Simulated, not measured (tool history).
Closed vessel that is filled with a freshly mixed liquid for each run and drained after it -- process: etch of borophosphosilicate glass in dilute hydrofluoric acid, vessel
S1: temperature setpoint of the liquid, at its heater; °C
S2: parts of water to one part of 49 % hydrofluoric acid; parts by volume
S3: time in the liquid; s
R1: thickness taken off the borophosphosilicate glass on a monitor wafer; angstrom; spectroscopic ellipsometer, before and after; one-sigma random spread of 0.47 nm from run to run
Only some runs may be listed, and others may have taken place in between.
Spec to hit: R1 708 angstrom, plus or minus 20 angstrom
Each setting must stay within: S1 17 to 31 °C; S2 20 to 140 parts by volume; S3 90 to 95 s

run,hour,S1,S2,S3,R1
1,0,23,75,90,516.5
2,3.4,25.5,75,90,564.52
3,8.3,27,75,90,602.09
4,16.4,28.5,75,90,645.82
5,17.4,28.5,50,90,994.08
6,24.1,26,50,90,898.63
7,31,24,50,90,830.25
8,34.9,22.5,50,90,783.29

Of the 5 settings listed for the next run, only one would bring every result within its allowed miss of target. Which one?
A,38.8,25,60,90,?
B,38.8,21.5,45,90,?
C,38.8,24.5,50,90,?
D,38.8,24.5,55,95,?
E,38.8,19.5,40,95,?

move,R1
A,716.78
B,846.09
C,855.04
D,814.75
E,929.98
A: all results in spec
B: the biggest miss grows against the last run
C: the biggest miss grows against the last run
D: the biggest miss grows against the last run
E: the biggest miss grows against the last run
A is the move that brings every result within its allowed miss.
